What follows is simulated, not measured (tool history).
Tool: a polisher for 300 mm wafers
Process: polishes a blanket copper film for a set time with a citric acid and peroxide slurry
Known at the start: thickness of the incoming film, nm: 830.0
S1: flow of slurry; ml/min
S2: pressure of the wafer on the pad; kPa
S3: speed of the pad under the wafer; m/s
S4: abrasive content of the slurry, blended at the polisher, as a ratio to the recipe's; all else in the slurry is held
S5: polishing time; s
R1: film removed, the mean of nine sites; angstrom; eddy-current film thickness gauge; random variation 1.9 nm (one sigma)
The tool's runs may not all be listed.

Run 1, hour 0: S1 160 ml/min, S2 21.4 kPa, S3 0.94 m/s, S4 1, S5 100 s. Result: R1 2260.9 angstrom.
Run 2, hour 3.2: S1 135 ml/min, S2 21.4 kPa, S3 0.94 m/s, S4 1, S5 100 s. Result: R1 2184.1 angstrom.
Run 3, hour 7: S1 135 ml/min, S2 21.4 kPa, S3 0.94 m/s, S4 1.15, S5 100 s. Result: R1 2239 angstrom.
Run 4, hour 9.1: S1 135 ml/min, S2 23.4 kPa, S3 0.94 m/s, S4 1.15, S5 100 s. Result: R1 2477.8 angstrom.
Run 5, hour 11.1: S1 130 ml/min, S2 22.1 kPa, S3 0.94 m/s, S4 1.15, S5 100 s. Result: R1 2275.4 angstrom.
Run 6, hour 18.8: S1 130 ml/min, S2 22.1 kPa, S3 1.14 m/s, S4 1.15, S5 100 s. Result: R1 2684.6 angstrom.
Run 7, hour 26: S1 125 ml/min, S2 20 kPa, S3 1.14 m/s, S4 1.15, S5 100 s. Result: R1 2441.2 angstrom.
Run 8, hour 31.8: S1 120 ml/min, S2 18.6 kPa, S3 1.14 m/s, S4 1.15, S5 100 s. Result: R1 2328.9 angstrom.
Run 9, hour 39.4: S1 120 ml/min, S2 17.2 kPa, S3 1.14 m/s, S4 1.15, S5 100 s. Result: R1 2190.9 angstrom.
Run 10, hour 47.6: S1 120 ml/min, S2 15.9 kPa, S3 1.14 m/s, S4 1.15, S5 100 s. Result: R1 2065.4 angstrom.
Run 11, hour 52.9: S1 120 ml/min, S2 15.2 kPa, S3 1.14 m/s, S4 1.15, S5 100 s. Result: R1 2015.1 angstrom.

The next listed run, before its measurement:
Run 12, hour 58.1: S1 115 ml/min, S2 12.4 kPa, S3 1.14 m/s, S4 1.15, S5 100 s. Result: R1 ?.

R1: 1664 angstrom

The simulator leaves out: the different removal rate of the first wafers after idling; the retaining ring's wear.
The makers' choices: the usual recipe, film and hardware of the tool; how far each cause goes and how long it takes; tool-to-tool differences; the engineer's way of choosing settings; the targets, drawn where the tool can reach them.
